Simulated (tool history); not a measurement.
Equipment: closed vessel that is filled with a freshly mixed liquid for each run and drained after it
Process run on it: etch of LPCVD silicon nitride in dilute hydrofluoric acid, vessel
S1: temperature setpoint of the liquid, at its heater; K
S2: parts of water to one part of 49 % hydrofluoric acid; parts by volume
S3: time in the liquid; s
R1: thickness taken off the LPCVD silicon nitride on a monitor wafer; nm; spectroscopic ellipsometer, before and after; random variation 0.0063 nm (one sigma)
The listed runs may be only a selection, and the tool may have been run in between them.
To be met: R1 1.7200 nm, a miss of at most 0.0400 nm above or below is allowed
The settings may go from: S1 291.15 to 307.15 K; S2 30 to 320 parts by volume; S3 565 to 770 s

| run | day | S1 | S2 | S3 | R1 |
|---|---|---|---|---|---|
| 1 | 0.000 | 299.15 | 175 | 770 | 3.0936 |
| 2 | 0.362 | 299.15 | 175 | 770 | 3.0930 |
| 3 | 0.725 | 300.65 | 175 | 770 | 3.3886 |
| 4 | 0.808 | 298.15 | 180 | 770 | 2.8260 |
| 5 | 0.954 | 296.65 | 185 | 770 | 2.5107 |
| 6 | 1.212 | 296.65 | 185 | 770 | 2.4881 |
| 7 | 1.392 | 295.15 | 185 | 770 | 2.2606 |
| 8 | 1.546 | 294.15 | 185 | 770 | 2.1201 |

Exactly one of the 5 candidate moves below puts every result within its allowed miss. Which one?
| A | 1.700 | 291.65 | 175 | 755 | ? |
| B | 1.700 | 294.65 | 230 | 750 | ? |
| C | 1.700 | 294.15 | 145 | 770 | ? |
| D | 1.700 | 299.65 | 235 | 665 | ? |
| E | 1.700 | 299.15 | 265 | 610 | ? |

| move | R1 |
|---|---|
| A | 1.8611 |
| B | 1.7259 |
| C | 2.6926 |
| D | 2.0475 |
| E | 1.6151 |
A: closes in on the targets versus the last run, not all within tolerance yet
B: all results in spec
C: the biggest miss grows against the last run
D: closes in on the targets versus the last run, not all within tolerance yet
E: carries the result that was furthest off beyond its target, to the other side
B meets every target.
